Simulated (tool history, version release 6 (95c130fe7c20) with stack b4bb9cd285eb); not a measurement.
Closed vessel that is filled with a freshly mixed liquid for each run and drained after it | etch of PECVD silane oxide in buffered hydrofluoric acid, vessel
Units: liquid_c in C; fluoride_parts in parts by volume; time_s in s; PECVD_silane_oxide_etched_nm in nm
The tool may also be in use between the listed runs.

{"run": 1, "day": 0.0, "liquid_c": 22, "fluoride_parts": 13.5, "time_s": 95, "PECVD_silane_oxide_etched_nm": 215.1}
{"run": 2, "day": 0.217, "liquid_c": 19, "fluoride_parts": 13.5, "time_s": 95, "PECVD_silane_oxide_etched_nm": 182.47}
{"run": 3, "day": 0.496, "liquid_c": 21, "fluoride_parts": 13.5, "time_s": 95, "PECVD_silane_oxide_etched_nm": 203.49}
{"run": 4, "day": 0.696, "liquid_c": 21, "fluoride_parts": 10, "time_s": 95, "PECVD_silane_oxide_etched_nm": 268.1}
{"run": 5, "day": 0.746, "liquid_c": 19, "fluoride_parts": 10, "time_s": 95, "PECVD_silane_oxide_etched_nm": 237.86}
{"run": 6, "day": 0.792, "liquid_c": 22, "fluoride_parts": 10, "time_s": 95, "PECVD_silane_oxide_etched_nm": 280.26}

Run 7 comes next. What will it give?
{"run": 7, "day": 0.929, "liquid_c": 24, "fluoride_parts": 10, "time_s": 95, "PECVD_silane_oxide_etched_nm": "?"}

{"run 7": {"PECVD_silane_oxide_etched_nm": 312.75}}
